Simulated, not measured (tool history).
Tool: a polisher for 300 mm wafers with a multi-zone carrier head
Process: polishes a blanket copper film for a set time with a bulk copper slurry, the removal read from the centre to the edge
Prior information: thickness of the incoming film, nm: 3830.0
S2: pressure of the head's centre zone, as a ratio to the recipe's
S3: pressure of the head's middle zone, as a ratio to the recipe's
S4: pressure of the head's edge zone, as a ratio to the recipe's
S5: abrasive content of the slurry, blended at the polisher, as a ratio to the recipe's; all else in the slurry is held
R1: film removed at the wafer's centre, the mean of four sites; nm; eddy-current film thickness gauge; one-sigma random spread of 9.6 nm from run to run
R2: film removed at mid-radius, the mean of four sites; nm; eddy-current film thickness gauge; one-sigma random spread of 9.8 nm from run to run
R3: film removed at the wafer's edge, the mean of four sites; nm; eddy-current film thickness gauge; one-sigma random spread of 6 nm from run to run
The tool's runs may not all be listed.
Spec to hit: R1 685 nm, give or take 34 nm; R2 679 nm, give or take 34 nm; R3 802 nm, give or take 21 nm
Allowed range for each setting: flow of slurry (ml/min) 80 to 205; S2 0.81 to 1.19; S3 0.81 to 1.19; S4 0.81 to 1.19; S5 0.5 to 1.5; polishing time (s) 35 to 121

run 1 hour=0 | flow_of_slurry_(ml/min)=135 S2=1 S3=1 S4=1 S5=1 polishing_time_(s)=78 | R1=1264.4 R2=1253.6 R3=1283.9
run 2 hour=6.4 | flow_of_slurry_(ml/min)=115 S2=1 S3=1 S4=1 S5=1 polishing_time_(s)=78 | R1=1224.2 R2=1231.8 R3=1230.1
run 3 hour=10.4 | flow_of_slurry_(ml/min)=140 S2=1 S3=1 S4=1 S5=1 polishing_time_(s)=78 | R1=1313.6 R2=1272.2 R3=1279.8
run 4 hour=19.1 | flow_of_slurry_(ml/min)=130 S2=0.98 S3=0.97 S4=1 S5=0.9 polishing_time_(s)=74 | R1=1178.7 R2=1135.1 R3=1158.7
run 5 hour=26.6 | flow_of_slurry_(ml/min)=140 S2=0.98 S3=0.97 S4=1 S5=0.9 polishing_time_(s)=74 | R1=1195.4 R2=1144.8 R3=1201
run 6 hour=28.4 | flow_of_slurry_(ml/min)=140 S2=0.98 S3=0.97 S4=1 S5=0.9 polishing_time_(s)=58 | R1=909.01 R2=894.46 R3=941.37
run 7 hour=34.5 | flow_of_slurry_(ml/min)=135 S2=0.95 S3=0.94 S4=1.01 S5=0.85 polishing_time_(s)=57 | R1=857.89 R2=849.28 R3=907.94
run 8 hour=38.6 | flow_of_slurry_(ml/min)=130 S2=0.93 S3=0.92 S4=1.02 S5=0.8 polishing_time_(s)=57 | R1=835.25 R2=818.42 R3=878.2
run 9 hour=39.2 | flow_of_slurry_(ml/min)=125 S2=0.91 S3=0.9 S4=1.04 S5=0.8 polishing_time_(s)=57 | R1=798.98 R2=760.33 R3=895.16
run 10 hour=45.9 | flow_of_slurry_(ml/min)=120 S2=0.9 S3=0.89 S4=1.03 S5=0.8 polishing_time_(s)=57 | R1=783.71 R2=771.6 R3=887.95
run 11 hour=51.7 | flow_of_slurry_(ml/min)=115 S2=0.89 S3=0.88 S4=1.03 S5=0.75 polishing_time_(s)=57 | R1=743.38 R2=724.48 R3=861.82
run 12 hour=58.9 | flow_of_slurry_(ml/min)=110 S2=0.89 S3=0.88 S4=1.02 S5=0.75 polishing_time_(s)=57 | R1=736.98 R2=739.01 R3=851.4
run 13 hour=66.2 | flow_of_slurry_(ml/min)=105 S2=0.89 S3=0.87 S4=1.02 S5=0.75 polishing_time_(s)=57 | R1=733.96 R2=715.78 R3=857.44
run 14 hour=67.9 | flow_of_slurry_(ml/min)=105 S2=0.89 S3=0.87 S4=1.02 S5=0.75 polishing_time_(s)=57 | R1=746.15 R2=731.86 R3=841.76
run 15 hour=73.4 | flow_of_slurry_(ml/min)=85 S2=0.85 S3=0.83 S4=0.99 S5=0.65 polishing_time_(s)=57 | R1=624.83 R2=630.5 R3=771.39

5 next moves are on the table. One of them brings every result within its allowed miss. Which?
run A hour=78.9 | flow_of_slurry_(ml/min)=100 S2=0.82 S3=0.91 S4=1.04 S5=0.6 polishing_time_(s)=56 | R1=? R2=? R3=?
run B hour=78.9 | flow_of_slurry_(ml/min)=90 S2=0.89 S3=0.85 S4=0.98 S5=0.5 polishing_time_(s)=61 | R1=? R2=? R3=?
run C hour=78.9 | flow_of_slurry_(ml/min)=90 S2=0.96 S3=0.81 S4=1.11 S5=0.55 polishing_time_(s)=56 | R1=? R2=? R3=?
run D hour=78.9 | flow_of_slurry_(ml/min)=90 S2=0.97 S3=0.96 S4=0.97 S5=0.55 polishing_time_(s)=56 | R1=? R2=? R3=?
run E hour=78.9 | flow_of_slurry_(ml/min)=80 S2=0.84 S3=0.81 S4=0.95 S5=0.5 polishing_time_(s)=58 | R1=? R2=? R3=?

move=A R1=618.88 R2=702.44 R3=801.19
move=B R1=679.16 R2=674.43 R3=800.53
move=C R1=685.41 R2=606.06 R3=796.58
move=D R1=693.33 R2=697.56 R3=743.97
move=E R1=579.57 R2=591.01 R3=729.97
A: lands further from the targets than the last run did
B: all results land within tolerance of their targets
C: brings the result that was furthest off to its target, and leaves another outside
D: brings the result that was furthest off to its target, and leaves another outside
E: lands further from the targets than the last run did
B meets every target.
